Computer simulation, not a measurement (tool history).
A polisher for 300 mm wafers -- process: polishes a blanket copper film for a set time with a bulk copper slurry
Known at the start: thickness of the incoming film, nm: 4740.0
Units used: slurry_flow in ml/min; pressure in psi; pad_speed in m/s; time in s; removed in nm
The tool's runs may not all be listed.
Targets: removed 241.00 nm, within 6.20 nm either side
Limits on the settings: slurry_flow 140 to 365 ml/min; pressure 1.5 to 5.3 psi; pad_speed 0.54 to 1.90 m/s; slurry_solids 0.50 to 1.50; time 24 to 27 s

run  hour  slurry_flow  pressure  pad_speed  slurry_solids  time  removed
  1   0.0          235       3.4       1.22           1.00    27   440.05
  2   1.8          235       3.9       1.22           1.00    27   482.89
  3   5.6          235       3.9       1.22           1.00    24   431.74
  4   7.3          235       3.9       1.22           1.00    24   431.80
  5  11.6          230       3.1       1.16           1.00    24   337.59
  6  17.8          215       2.7       1.16           1.00    24   301.45
  7  25.5          200       2.5       1.16           1.00    24   286.29
  8  28.7          195       2.3       1.16           1.00    24   269.30
  9  29.5          185       1.9       1.16           1.00    24   230.77
 10  30.6          190       1.9       1.16           1.00    24   230.60

Which one of the following 5 next-run settings gets every result inside its allowed miss? There is exactly one.
  A  31.7          155       1.5       1.22           1.05    26        ?
  B  31.7          195       1.8       1.20           0.95    24        ?
  C  31.7          195       1.5       1.34           0.90    24        ?
  D  31.7          210       1.8       1.26           1.00    24        ?
  E  31.7          255       2.1       0.90           1.10    26        ?

move  removed
   A   220.42
   B   225.66
   C   218.68
   D   241.63
   E   220.45
A: moves away from the targets compared with the last run
B: moves away from the targets compared with the last run
C: moves away from the targets compared with the last run
D: hits every target within its allowed miss
E: moves away from the targets compared with the last run
Move D is the one to make.

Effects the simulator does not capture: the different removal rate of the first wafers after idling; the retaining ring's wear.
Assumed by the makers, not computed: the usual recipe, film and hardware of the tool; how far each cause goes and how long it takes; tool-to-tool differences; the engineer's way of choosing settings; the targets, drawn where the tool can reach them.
